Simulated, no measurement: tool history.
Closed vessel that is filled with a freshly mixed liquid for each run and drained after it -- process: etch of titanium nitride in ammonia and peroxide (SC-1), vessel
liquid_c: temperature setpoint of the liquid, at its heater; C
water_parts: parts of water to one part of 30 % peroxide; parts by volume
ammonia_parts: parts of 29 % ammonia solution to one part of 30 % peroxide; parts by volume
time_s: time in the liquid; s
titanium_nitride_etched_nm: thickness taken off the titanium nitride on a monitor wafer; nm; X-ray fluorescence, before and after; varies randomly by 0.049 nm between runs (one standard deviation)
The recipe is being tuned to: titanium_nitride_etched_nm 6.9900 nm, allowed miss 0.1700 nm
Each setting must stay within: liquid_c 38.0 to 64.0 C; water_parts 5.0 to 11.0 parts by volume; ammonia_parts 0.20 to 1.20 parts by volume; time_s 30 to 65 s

| run | hour | liquid_c | water_parts | ammonia_parts | time_s | titanium_nitride_etched_nm |
|---|---|---|---|---|---|---|
| 1 | 0.0 | 48.0 | 6.0 | 0.90 | 65 | 3.7551 |
| 2 | 9.1 | 49.5 | 6.0 | 0.90 | 65 | 4.1908 |
| 3 | 11.4 | 50.5 | 6.0 | 0.90 | 65 | 4.4513 |
| 4 | 13.8 | 50.5 | 6.0 | 1.00 | 65 | 4.5701 |
| 5 | 16.6 | 50.5 | 8.0 | 1.00 | 65 | 3.9486 |
| 6 | 25.3 | 50.5 | 8.0 | 1.00 | 65 | 3.9872 |
| 7 | 30.4 | 51.5 | 8.0 | 1.00 | 65 | 4.2127 |
| 8 | 38.1 | 52.5 | 8.0 | 1.00 | 65 | 4.4717 |
| 9 | 41.8 | 53.5 | 8.0 | 1.00 | 65 | 4.8441 |
| 10 | 51.0 | 54.5 | 8.0 | 1.00 | 65 | 5.1130 |
| 11 | 57.9 | 55.5 | 8.0 | 1.00 | 65 | 5.5401 |
| 12 | 65.2 | 56.0 | 8.0 | 1.00 | 65 | 5.7283 |
| 13 | 68.5 | 56.5 | 8.0 | 1.00 | 65 | 5.8666 |
| 14 | 69.6 | 57.0 | 8.0 | 1.00 | 65 | 6.0993 |
| 15 | 76.2 | 59.5 | 8.0 | 1.00 | 65 | 7.2905 |

Pick the move, out of 5, that brings all results within their allowed miss; only one does.
| A | 82.8 | 59.5 | 7.5 | 1.00 | 65 | ? |
| B | 82.8 | 59.0 | 8.5 | 1.15 | 65 | ? |
| C | 82.8 | 60.5 | 8.0 | 1.10 | 65 | ? |
| D | 82.8 | 57.0 | 5.5 | 1.20 | 65 | ? |
| E | 82.8 | 62.0 | 10.0 | 0.95 | 65 | ? |

| move | titanium_nitride_etched_nm |
|---|---|
| A | 7.4246 |
| B | 6.8982 |
| C | 7.7887 |
| D | 7.4014 |
| E | 7.5386 |
A: misses by more than the last run did
B: in spec on every target
C: misses by more than the last run did
D: misses by more than the last run did
E: misses by more than the last run did
Move B is the one to make.
